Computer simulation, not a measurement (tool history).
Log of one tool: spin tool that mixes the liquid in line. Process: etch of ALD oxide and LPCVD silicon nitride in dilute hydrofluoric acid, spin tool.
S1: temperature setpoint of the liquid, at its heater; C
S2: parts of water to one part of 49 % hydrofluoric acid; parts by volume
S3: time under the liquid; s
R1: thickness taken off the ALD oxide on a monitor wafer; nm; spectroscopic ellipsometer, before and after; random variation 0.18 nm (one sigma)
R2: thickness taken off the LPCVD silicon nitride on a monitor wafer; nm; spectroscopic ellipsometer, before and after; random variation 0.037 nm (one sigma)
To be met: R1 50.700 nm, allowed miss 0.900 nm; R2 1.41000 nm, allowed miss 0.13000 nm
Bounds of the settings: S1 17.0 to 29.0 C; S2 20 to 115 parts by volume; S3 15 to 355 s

Run 1, hour 0.0: S1 21.0 C, S2 65 parts by volume, S3 180 s. Result: R1 38.101 nm, R2 0.91372 nm.
Run 2, hour 7.6: S1 21.0 C, S2 75 parts by volume, S3 180 s. Result: R1 32.993 nm, R2 0.79873 nm.
Run 3, hour 10.0: S1 22.5 C, S2 75 parts by volume, S3 180 s. Result: R1 34.975 nm, R2 0.83906 nm.
Run 4, hour 11.6: S1 24.0 C, S2 75 parts by volume, S3 180 s. Result: R1 37.130 nm, R2 0.98115 nm.
Run 5, hour 18.2: S1 24.0 C, S2 90 parts by volume, S3 180 s. Result: R1 30.416 nm, R2 0.81926 nm.
Run 6, hour 19.1: S1 25.0 C, S2 85 parts by volume, S3 180 s. Result: R1 33.616 nm, R2 0.90010 nm.
Run 7, hour 22.5: S1 26.0 C, S2 80 parts by volume, S3 180 s. Result: R1 37.305 nm, R2 1.07720 nm.
Run 8, hour 31.1: S1 26.0 C, S2 75 parts by volume, S3 180 s. Result: R1 40.103 nm, R2 1.11260 nm.
Run 9, hour 39.5: S1 26.5 C, S2 70 parts by volume, S3 180 s. Result: R1 44.371 nm, R2 1.27010 nm.
Run 10, hour 43.3: S1 27.0 C, S2 60 parts by volume, S3 180 s. Result: R1 53.536 nm, R2 1.51240 nm.

5 next moves are on the table. One of them brings every result within its allowed miss. Which?
Run A, hour 47.1: S1 26.0 C, S2 50 parts by volume, S3 170 s. Result: R1 ?, R2 ?.
Run B, hour 47.1: S1 27.0 C, S2 45 parts by volume, S3 125 s. Result: R1 ?, R2 ?.
Run C, hour 47.1: S1 22.5 C, S2 55 parts by volume, S3 210 s. Result: R1 ?, R2 ?.
Run D, hour 47.1: S1 25.0 C, S2 60 parts by volume, S3 195 s. Result: R1 ?, R2 ?.
Run E, hour 47.1: S1 22.5 C, S2 45 parts by volume, S3 145 s. Result: R1 ?, R2 ?.

move      R1       R2
   A  59.029  1.57920
   B  50.573  1.37590
   C  57.049  1.40420
   D  53.450  1.41670
   E  48.763  1.17940
A: further off than the last run
B: meets every target
C: further off than the last run
D: as far off as the last run
E: takes the result that was furthest off past its target
Answer: B
